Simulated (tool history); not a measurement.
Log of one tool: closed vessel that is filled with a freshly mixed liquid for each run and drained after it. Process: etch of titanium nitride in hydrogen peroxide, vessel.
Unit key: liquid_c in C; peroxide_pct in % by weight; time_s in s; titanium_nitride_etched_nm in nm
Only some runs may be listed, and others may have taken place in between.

run  hour  liquid_c  peroxide_pct  time_s  titanium_nitride_etched_nm
  1     0        47            19     135                      4.2091
  2   4.3        47            19      95                      2.9805
  3   8.1        50            19      95                      3.7485
  4  10.8      46.5            19      95                      2.8935
  5  14.9      52.5            19      95                      4.4276
  6    24      52.5            19     135                      6.3316
  7  32.9      53.5            19     135                      6.6764
  8  37.4      54.5            19     135                      7.1849
  9  40.9        55            19     135                      7.4944

Run 10 is up next; what results do you expect?
 10  42.7      55.5            19     135                           ?

Run 10 produced titanium_nitride_etched_nm 7.8581 nm.
